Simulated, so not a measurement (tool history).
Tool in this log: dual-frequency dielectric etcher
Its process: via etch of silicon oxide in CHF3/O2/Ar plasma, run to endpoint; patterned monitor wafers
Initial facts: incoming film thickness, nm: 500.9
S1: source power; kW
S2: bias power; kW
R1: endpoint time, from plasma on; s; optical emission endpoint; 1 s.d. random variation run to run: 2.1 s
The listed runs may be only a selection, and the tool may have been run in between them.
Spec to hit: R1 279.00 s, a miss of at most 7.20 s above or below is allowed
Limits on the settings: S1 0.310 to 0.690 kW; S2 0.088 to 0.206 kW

run,hour,S1,S2,R1
1,0.0,0.500,0.147,315.73
2,0.6,0.500,0.129,329.56
3,2.9,0.500,0.117,339.98
4,3.5,0.460,0.117,344.82
5,11.1,0.460,0.100,368.17
6,16.1,0.530,0.100,350.85
7,20.1,0.580,0.118,326.60
8,26.4,0.610,0.132,310.14
9,29.5,0.630,0.142,296.17
10,36.1,0.650,0.146,294.38

Next run, 5 choices. One meets every target within its allowed miss, the rest don't. Which?
A,42.7,0.560,0.126,?
B,42.7,0.690,0.179,?
C,42.7,0.510,0.201,?
D,42.7,0.690,0.184,?
E,42.7,0.470,0.143,?

move,R1
A,321.21
B,267.26
C,279.01
D,264.63
E,322.60
A: the biggest miss grows against the last run
B: carries the result that was furthest off beyond its target, to the other side
C: meets every target
D: carries the result that was furthest off beyond its target, to the other side
E: the biggest miss grows against the last run
C meets every target.
